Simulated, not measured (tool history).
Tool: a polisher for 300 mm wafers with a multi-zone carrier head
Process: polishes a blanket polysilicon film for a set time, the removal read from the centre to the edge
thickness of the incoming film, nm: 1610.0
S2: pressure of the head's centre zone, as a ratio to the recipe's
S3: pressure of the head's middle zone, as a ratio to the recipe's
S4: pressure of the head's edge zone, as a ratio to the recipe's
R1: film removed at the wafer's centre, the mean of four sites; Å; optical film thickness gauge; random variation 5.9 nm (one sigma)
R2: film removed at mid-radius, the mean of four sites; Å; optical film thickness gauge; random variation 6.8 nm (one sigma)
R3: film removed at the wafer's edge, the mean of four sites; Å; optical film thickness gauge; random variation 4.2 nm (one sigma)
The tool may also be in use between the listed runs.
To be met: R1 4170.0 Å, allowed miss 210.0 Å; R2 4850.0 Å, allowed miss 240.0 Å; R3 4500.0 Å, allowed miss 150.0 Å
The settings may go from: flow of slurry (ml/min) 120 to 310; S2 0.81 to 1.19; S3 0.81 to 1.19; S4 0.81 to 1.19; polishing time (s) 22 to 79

{"run": 1, "hour": 0.0, "flow of slurry (ml/min)": 200, "S2": 1.0, "S3": 1.0, "S4": 1.0, "polishing time (s)": 50, "R1": 5498.7, "R2": 5555.4, "R3": 5522.5}
{"run": 2, "hour": 2.0, "flow of slurry (ml/min)": 200, "S2": 1.0, "S3": 1.0, "S4": 0.94, "polishing time (s)": 50, "R1": 5472.8, "R2": 5515.7, "R3": 5345.2}
{"run": 3, "hour": 3.3, "flow of slurry (ml/min)": 195, "S2": 0.97, "S3": 1.0, "S4": 0.92, "polishing time (s)": 48, "R1": 5109.1, "R2": 5327.3, "R3": 5042.0}
{"run": 4, "hour": 9.1, "flow of slurry (ml/min)": 190, "S2": 0.94, "S3": 0.99, "S4": 0.91, "polishing time (s)": 47, "R1": 4870.5, "R2": 5107.8, "R3": 5036.8}
{"run": 5, "hour": 11.7, "flow of slurry (ml/min)": 185, "S2": 0.92, "S3": 1.0, "S4": 0.89, "polishing time (s)": 46, "R1": 4553.3, "R2": 5078.2, "R3": 4877.8}
{"run": 6, "hour": 15.5, "flow of slurry (ml/min)": 235, "S2": 0.92, "S3": 1.0, "S4": 0.89, "polishing time (s)": 46, "R1": 4770.3, "R2": 5201.9, "R3": 4950.5}
{"run": 7, "hour": 19.3, "flow of slurry (ml/min)": 230, "S2": 0.91, "S3": 1.0, "S4": 0.87, "polishing time (s)": 45, "R1": 4686.5, "R2": 5160.2, "R3": 4725.9}
{"run": 8, "hour": 21.7, "flow of slurry (ml/min)": 225, "S2": 0.89, "S3": 1.0, "S4": 0.86, "polishing time (s)": 45, "R1": 4521.4, "R2": 5155.8, "R3": 4748.5}
{"run": 9, "hour": 26.4, "flow of slurry (ml/min)": 220, "S2": 0.88, "S3": 0.99, "S4": 0.85, "polishing time (s)": 45, "R1": 4525.5, "R2": 4983.0, "R3": 4715.7}
{"run": 10, "hour": 29.6, "flow of slurry (ml/min)": 200, "S2": 0.82, "S3": 1.02, "S4": 0.82, "polishing time (s)": 44, "R1": 3832.0, "R2": 5009.5, "R3": 4454.4}
{"hour": 33.9, "done": "slurry nozzle cleaned"}
{"run": 11, "hour": 33.9, "flow of slurry (ml/min)": 205, "S2": 0.83, "S3": 1.01, "S4": 0.82, "polishing time (s)": 44, "R1": 4169.2, "R2": 5061.0, "R3": 4596.2}

Which of these 4 next moves meets every target?
{"run": "A", "hour": 38.2, "flow of slurry (ml/min)": 240, "S2": 0.85, "S3": 1.08, "S4": 0.86, "polishing time (s)": 42, "R1": "?", "R2": "?", "R3": "?"}
{"run": "B", "hour": 38.2, "flow of slurry (ml/min)": 240, "S2": 0.86, "S3": 1.0, "S4": 0.88, "polishing time (s)": 41, "R1": "?", "R2": "?", "R3": "?"}
{"run": "C", "hour": 38.2, "flow of slurry (ml/min)": 175, "S2": 0.86, "S3": 1.09, "S4": 0.86, "polishing time (s)": 44, "R1": "?", "R2": "?", "R3": "?"}
{"run": "D", "hour": 38.2, "flow of slurry (ml/min)": 185, "S2": 0.84, "S3": 1.04, "S4": 0.81, "polishing time (s)": 45, "R1": "?", "R2": "?", "R3": "?"}

move=A R1=4157.6 R2=5307.9 R3=4485.4
move=B R1=4104.5 R2=4859.3 R3=4429.0
move=C R1=4195.0 R2=5361.5 R3=4547.1
move=D R1=4229.7 R2=5319.5 R3=4561.1
A: further off than the last run
B: meets every target
C: further off than the last run
D: further off than the last run
Move B is the one to make.
